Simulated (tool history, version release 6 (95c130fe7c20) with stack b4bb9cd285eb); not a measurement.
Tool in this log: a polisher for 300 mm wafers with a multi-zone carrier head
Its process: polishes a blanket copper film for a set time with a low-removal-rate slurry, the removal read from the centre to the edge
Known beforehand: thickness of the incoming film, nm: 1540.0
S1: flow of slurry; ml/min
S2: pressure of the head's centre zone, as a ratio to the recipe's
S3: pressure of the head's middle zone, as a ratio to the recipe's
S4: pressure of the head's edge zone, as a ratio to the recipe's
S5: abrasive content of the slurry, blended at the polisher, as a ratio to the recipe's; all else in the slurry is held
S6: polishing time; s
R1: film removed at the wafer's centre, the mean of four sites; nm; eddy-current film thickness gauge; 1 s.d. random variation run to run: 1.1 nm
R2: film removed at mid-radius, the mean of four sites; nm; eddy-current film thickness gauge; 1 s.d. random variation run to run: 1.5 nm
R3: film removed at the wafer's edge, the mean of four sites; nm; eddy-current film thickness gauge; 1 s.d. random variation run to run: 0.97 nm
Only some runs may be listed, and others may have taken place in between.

{"run": 1, "hour": 0.0, "S1": 180, "S2": 1, "S3": 1, "S4": 1, "S5": 1, "S6": 55, "R1": 122.77, "R2": 125.22, "R3": 121.12}
{"run": 2, "hour": 6.5, "S1": 200, "S2": 1.01, "S3": 1.03, "S4": 0.99, "S5": 1, "S6": 55, "R1": 125.3, "R2": 131.66, "R3": 122.72}
{"run": 3, "hour": 7.6, "S1": 200, "S2": 1.01, "S3": 1.03, "S4": 0.99, "S5": 1, "S6": 67, "R1": 155.94, "R2": 161.61, "R3": 148.01}
{"run": 4, "hour": 13.0, "S1": 200, "S2": 0.96, "S3": 1.03, "S4": 0.99, "S5": 1, "S6": 67, "R1": 145.01, "R2": 161.31, "R3": 148.92}
{"run": 5, "hour": 19.2, "S1": 200, "S2": 0.96, "S3": 1.03, "S4": 0.99, "S5": 0.85, "S6": 67, "R1": 140.56, "R2": 155.2, "R3": 143.92}
{"run": 6, "hour": 20.1, "S1": 185, "S2": 0.97, "S3": 1.04, "S4": 0.95, "S5": 0.85, "S6": 67, "R1": 138.49, "R2": 154.85, "R3": 140.44}
{"run": 7, "hour": 27.3, "S1": 180, "S2": 0.99, "S3": 1.04, "S4": 0.92, "S5": 0.8, "S6": 67, "R1": 139.36, "R2": 151.89, "R3": 135.61}

Run 8 is up next; what results do you expect?
{"run": 8, "hour": 34.5, "S1": 175, "S2": 1, "S3": 1.04, "S4": 0.89, "S5": 0.8, "S6": 67, "R1": "?", "R2": "?", "R3": "?"}

R1: 141.73 nm
R2: 150.17 nm
R3: 131.22 nm
